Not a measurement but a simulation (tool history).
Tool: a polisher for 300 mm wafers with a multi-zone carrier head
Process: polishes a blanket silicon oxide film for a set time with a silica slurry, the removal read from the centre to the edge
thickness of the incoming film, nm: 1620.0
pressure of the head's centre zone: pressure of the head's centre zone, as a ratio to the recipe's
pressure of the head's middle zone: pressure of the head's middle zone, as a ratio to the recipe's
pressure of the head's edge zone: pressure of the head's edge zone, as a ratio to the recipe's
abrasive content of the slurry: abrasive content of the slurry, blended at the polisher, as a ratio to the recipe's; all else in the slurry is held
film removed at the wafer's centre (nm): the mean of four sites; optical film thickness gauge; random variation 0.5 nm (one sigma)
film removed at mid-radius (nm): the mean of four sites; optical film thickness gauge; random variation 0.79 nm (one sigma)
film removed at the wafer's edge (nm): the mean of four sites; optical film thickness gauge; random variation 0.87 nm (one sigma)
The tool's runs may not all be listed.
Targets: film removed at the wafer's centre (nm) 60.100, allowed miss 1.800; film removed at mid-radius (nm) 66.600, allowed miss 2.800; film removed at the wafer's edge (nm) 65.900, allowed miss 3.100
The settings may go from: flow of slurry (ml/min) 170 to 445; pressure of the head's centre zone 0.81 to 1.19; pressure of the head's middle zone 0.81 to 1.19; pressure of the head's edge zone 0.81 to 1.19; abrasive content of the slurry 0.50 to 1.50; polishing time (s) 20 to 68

run    day  flow of slurry (ml/min)  pressure of the head's centre zone  pressure of the head's middle zone  pressure of the head's edge zone  abrasive content of the slurry  polishing time (s)  film removed at the wafer's centre (nm)  film removed at mid-radius (nm)  film removed at the wafer's edge (nm)
  1  0.000                      285                                1.00                                1.00                              1.00                            1.00                  44                                   87.832                           92.557                                 94.046
  2  0.046                      285                                1.00                                1.00                              0.93                            1.00                  44                                   89.518                           89.466                                 91.770
  3  0.279                      285                                0.98                                1.01                              0.92                            0.90                  43                                   80.142                           85.812                                 83.301
  4  0.492                      285                                0.98                                1.01                              0.92                            1.00                  43                                   85.067                           90.626                                 86.613
  5  0.638                      285                                1.07                                1.01                              0.92                            1.00                  43                                   93.430                           88.418                                 87.319
  6  0.833                      285                                1.04                                1.00                              0.91                            0.90                  43                                   85.201                           86.175                                 85.500
  7  1.075                      285                                1.04                                0.99                              0.90                            0.80                  42                                   79.834                           77.697                                 78.922
  8  1.338                      285                                1.01                                0.99                              0.89                            0.75                  42                                   75.657                           76.586                                 74.990
  9  1.488                      280                                0.98                                0.97                              0.88                            0.70                  42                                   69.796                           73.096                                 72.151
 10  1.783                      275                                0.96                                0.96                              0.87                            0.70                  42                                   68.150                           70.684                                 71.435
 11  1.850                      265                                0.94                                0.96                              0.86                            0.70                  42                                   66.422                           69.210                                 72.839
 12  1.975                      275                                0.93                                0.96                              0.86                            0.65                  42                                   63.988                           67.826                                 69.188
 13  2.092                      275                                0.92                                0.96                              0.86                            0.65                  42                                   63.381                           68.007                                 69.719
 14  2.454                      275                                0.92                                0.96                              0.85                            0.65                  42                                   62.523                           69.681                                 68.252
 15  2.596                      275                                0.92                                0.96                              0.84                            0.65                  42                                   63.948                           68.452                                 67.758
 16  2.671                      270                                0.91                                0.96                              0.84                            0.65                  42                                   62.482                           68.413                                 67.939

4 next moves are on the table. One of them brings every result within its allowed miss. Which?
  A  2.746                      225                                0.99                                0.85                              0.84                            0.60                  43                                        ?                                ?                                      ?
  B  2.746                      325                                0.89                                0.94                              0.86                            0.50                  46                                        ?                                ?                                      ?
  C  2.746                      170                                0.94                                0.93                              0.95                            0.70                  44                                        ?                                ?                                      ?
  D  2.746                      235                                0.87                                0.94                              0.86                            0.65                  46                                        ?                                ?                                      ?

move  film removed at the wafer's centre (nm)  film removed at mid-radius (nm)  film removed at the wafer's edge (nm)
   A                                   64.739                           60.813                                 67.055
   B                                   59.159                           66.024                                 67.503
   C                                   64.416                           68.222                                 74.077
   D                                   63.903                           73.271                                 75.592
A: further off than the last run
B: meets every target
C: further off than the last run
D: further off than the last run
Answer: B

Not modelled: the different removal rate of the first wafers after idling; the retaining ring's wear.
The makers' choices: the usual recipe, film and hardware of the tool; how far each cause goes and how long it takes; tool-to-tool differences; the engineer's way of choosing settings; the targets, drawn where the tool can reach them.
